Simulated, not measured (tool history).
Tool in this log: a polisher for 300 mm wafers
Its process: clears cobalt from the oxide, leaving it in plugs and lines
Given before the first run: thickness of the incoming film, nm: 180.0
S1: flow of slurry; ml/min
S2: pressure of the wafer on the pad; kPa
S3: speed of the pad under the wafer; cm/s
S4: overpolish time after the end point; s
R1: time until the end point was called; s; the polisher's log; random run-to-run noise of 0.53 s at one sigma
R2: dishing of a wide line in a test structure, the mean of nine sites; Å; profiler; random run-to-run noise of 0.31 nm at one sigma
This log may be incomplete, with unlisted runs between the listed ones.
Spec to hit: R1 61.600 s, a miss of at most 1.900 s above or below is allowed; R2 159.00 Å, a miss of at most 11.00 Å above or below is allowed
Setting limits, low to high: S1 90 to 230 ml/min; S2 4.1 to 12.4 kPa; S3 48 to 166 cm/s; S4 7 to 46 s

run,hour,S1,S2,S3,S4,R1,R2
1,0.0,150,8.3,106,24,54.694,415.50
2,5.7,150,9.0,106,24,50.680,405.39
3,9.1,170,9.0,106,24,50.359,418.38
4,11.6,170,9.0,116,24,46.360,436.02
5,18.2,170,6.9,116,24,60.408,400.04
6,23.7,145,8.3,94,19,59.428,336.47
7,25.4,130,9.0,80,15,64.261,284.98
8,30.6,115,9.7,70,12,67.942,239.23
9,39.6,105,10.3,64,10,66.973,202.70
10,42.5,90,12.4,48,7,71.087,143.90
11,51.4,90,12.4,52,7,66.846,151.72
12,52.9,90,12.4,54,7,65.298,154.81
13,60.3,90,12.4,56,7,63.919,156.88

Of the 5 settings listed for the next run, only one would bring every result within its allowed miss of target. Which one?
A,67.7,90,11.7,56,7,?,?
B,67.7,90,12.4,54,7,?,?
C,67.7,90,11.0,64,7,?,?
D,67.7,90,12.4,50,7,?,?
E,67.7,90,12.4,60,7,?,?

move,R1,R2
A,67.608,149.11
B,65.400,153.37
C,65.814,152.55
D,68.556,147.36
E,61.175,162.21
A: lands further from the targets than the last run did
B: lands further from the targets than the last run did
C: lands further from the targets than the last run did
D: lands further from the targets than the last run did
E: meets every target
The right move is E.
